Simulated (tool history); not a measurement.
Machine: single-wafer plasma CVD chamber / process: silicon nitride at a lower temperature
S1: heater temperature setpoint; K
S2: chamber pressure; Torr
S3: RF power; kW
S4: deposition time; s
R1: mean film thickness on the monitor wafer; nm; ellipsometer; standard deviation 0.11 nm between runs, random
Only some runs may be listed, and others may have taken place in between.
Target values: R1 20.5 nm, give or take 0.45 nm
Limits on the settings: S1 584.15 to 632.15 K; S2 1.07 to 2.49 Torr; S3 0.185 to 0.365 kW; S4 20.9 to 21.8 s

run	hour	S1	S2	S3	S4	R1
1	0	608.15	1.78	0.275	21.8	24.935
2	3.7	608.15	1.78	0.275	20.9	23.827
3	7.7	608.15	1.66	0.27	20.9	23.116
4	12.2	608.15	1.97	0.27	20.9	23.544
5	20.3	608.15	2.27	0.27	20.9	24.316
6	21.1	608.15	2.27	0.27	20.9	24.209
7	25.3	608.15	2.22	0.255	20.9	23.038
8	26.4	608.15	2.17	0.245	20.9	22.058
9	27.8	608.15	2.13	0.24	20.9	21.432
10	31	608.15	2.1	0.24	20.9	21.657
11	32.4	608.15	1.84	0.225	20.9	19.484
12	39	608.15	1.89	0.225	20.9	19.685
13	41.9	608.15	1.93	0.225	20.9	19.774

5 candidate next runs follow, results not yet known. Just one meets every target within its allowed miss. Identify it.
A	44.8	595.15	2.17	0.215	20.9	?
B	44.8	630.15	1.88	0.215	21.8	?
C	44.8	613.15	1.94	0.215	21.1	?
D	44.8	610.15	2.16	0.21	21.8	?
E	44.8	597.15	1.73	0.225	21.8	?

move	R1
A	19.333
B	19.457
C	19.043
D	19.535
E	20.39
A: the biggest miss grows against the last run
B: the biggest miss grows against the last run
C: the biggest miss grows against the last run
D: the biggest miss grows against the last run
E: meets every target
Move E is the one to make.
